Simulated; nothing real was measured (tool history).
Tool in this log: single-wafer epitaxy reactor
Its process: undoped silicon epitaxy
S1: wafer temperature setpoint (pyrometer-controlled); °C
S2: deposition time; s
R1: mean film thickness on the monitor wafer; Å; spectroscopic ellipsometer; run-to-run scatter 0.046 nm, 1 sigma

run,hour,S1,S2,R1
1,0,650,150,313.24
2,2.1,656,150,363.03
3,10.6,663,150,427.34
4,17.3,663,161,459.4
5,18.4,653,161,360.3
6,20.8,645,161,295.8
7,26.7,640,161,262.17
8,33.7,636,161,236.89
9,39.2,634,161,225.66
# hour 42.6: pyrometer calibrated
10,42.6,632,161,186.84

The next listed run, before its measurement:
11,47.4,634,161,?

Run 11 measured R1 194.97 Å.
